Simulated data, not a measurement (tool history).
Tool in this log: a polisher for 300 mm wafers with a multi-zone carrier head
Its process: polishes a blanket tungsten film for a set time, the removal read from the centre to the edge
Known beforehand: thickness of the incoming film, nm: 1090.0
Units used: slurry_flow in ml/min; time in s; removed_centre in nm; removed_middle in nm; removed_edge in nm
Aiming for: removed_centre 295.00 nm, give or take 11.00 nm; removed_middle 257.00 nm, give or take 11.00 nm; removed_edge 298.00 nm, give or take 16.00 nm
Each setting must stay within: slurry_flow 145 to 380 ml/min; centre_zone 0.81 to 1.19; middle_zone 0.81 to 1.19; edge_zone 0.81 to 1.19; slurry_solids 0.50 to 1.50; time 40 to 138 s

{"run": 1, "hour": 0.0, "slurry_flow": 245, "centre_zone": 1.0, "middle_zone": 1.0, "edge_zone": 1.0, "slurry_solids": 1.0, "time": 88, "removed_centre": 309.83, "removed_middle": 316.4, "removed_edge": 310.81}
{"run": 2, "hour": 8.8, "slurry_flow": 300, "centre_zone": 1.0, "middle_zone": 1.0, "edge_zone": 1.0, "slurry_solids": 1.0, "time": 88, "removed_centre": 318.55, "removed_middle": 321.57, "removed_edge": 320.15}
{"run": 3, "hour": 10.5, "slurry_flow": 295, "centre_zone": 1.0, "middle_zone": 0.96, "edge_zone": 1.0, "slurry_solids": 0.95, "time": 88, "removed_centre": 313.9, "removed_middle": 296.65, "removed_edge": 302.97}
{"run": 4, "hour": 13.8, "slurry_flow": 295, "centre_zone": 1.08, "middle_zone": 0.96, "edge_zone": 1.0, "slurry_solids": 0.95, "time": 88, "removed_centre": 339.3, "removed_middle": 305.18, "removed_edge": 299.73}
{"run": 5, "hour": 18.4, "slurry_flow": 290, "centre_zone": 1.05, "middle_zone": 0.93, "edge_zone": 1.01, "slurry_solids": 0.95, "time": 88, "removed_centre": 325.95, "removed_middle": 288.37, "removed_edge": 310.36}
{"run": 6, "hour": 20.7, "slurry_flow": 310, "centre_zone": 1.05, "middle_zone": 0.93, "edge_zone": 1.01, "slurry_solids": 0.95, "time": 88, "removed_centre": 331.13, "removed_middle": 286.2, "removed_edge": 316.76}
{"run": 7, "hour": 26.6, "slurry_flow": 300, "centre_zone": 1.03, "middle_zone": 0.92, "edge_zone": 1.0, "slurry_solids": 0.95, "time": 88, "removed_centre": 316.71, "removed_middle": 292.11, "removed_edge": 311.78}
{"run": 8, "hour": 29.4, "slurry_flow": 295, "centre_zone": 1.03, "middle_zone": 0.9, "edge_zone": 1.0, "slurry_solids": 0.9, "time": 88, "removed_centre": 314.46, "removed_middle": 287.44, "removed_edge": 309.38}
{"run": 9, "hour": 34.9, "slurry_flow": 275, "centre_zone": 1.01, "middle_zone": 0.81, "edge_zone": 1.02, "slurry_solids": 0.75, "time": 86, "removed_centre": 287.32, "removed_middle": 236.85, "removed_edge": 289.38}
{"run": 10, "hour": 37.2, "slurry_flow": 280, "centre_zone": 1.01, "middle_zone": 0.82, "edge_zone": 1.02, "slurry_solids": 0.75, "time": 86, "removed_centre": 287.48, "removed_middle": 240.56, "removed_edge": 279.74}

Exactly one of the 4 candidate moves below puts every result within its allowed miss. Which one?
{"run": "A", "hour": 39.5, "slurry_flow": 250, "centre_zone": 1.08, "middle_zone": 1.09, "edge_zone": 0.92, "slurry_solids": 0.5, "time": 94, "removed_centre": "?", "removed_middle": "?", "removed_edge": "?"}
{"run": "B", "hour": 39.5, "slurry_flow": 270, "centre_zone": 0.99, "middle_zone": 0.84, "edge_zone": 1.01, "slurry_solids": 0.65, "time": 94, "removed_centre": "?", "removed_middle": "?", "removed_edge": "?"}
{"run": "C", "hour": 39.5, "slurry_flow": 290, "centre_zone": 1.09, "middle_zone": 0.85, "edge_zone": 1.0, "slurry_solids": 0.75, "time": 89, "removed_centre": "?", "removed_middle": "?", "removed_edge": "?"}
{"run": "D", "hour": 39.5, "slurry_flow": 320, "centre_zone": 1.07, "middle_zone": 0.81, "edge_zone": 1.19, "slurry_solids": 0.65, "time": 79, "removed_centre": "?", "removed_middle": "?", "removed_edge": "?"}

move=A removed_centre=293.69 removed_middle=295.28 removed_edge=258.90
move=B removed_centre=292.40 removed_middle=258.29 removed_edge=294.84
move=C removed_centre=319.99 removed_middle=258.71 removed_edge=290.72
move=D removed_centre=270.10 removed_middle=213.72 removed_edge=272.35
A: moves the result that the last run missed by most past its target, out the other side
B: every result within its allowed miss
C: corrects the largest miss of the last run, while another result sits out of spec
D: further off than the last run
Correct choice: B, which meets every target
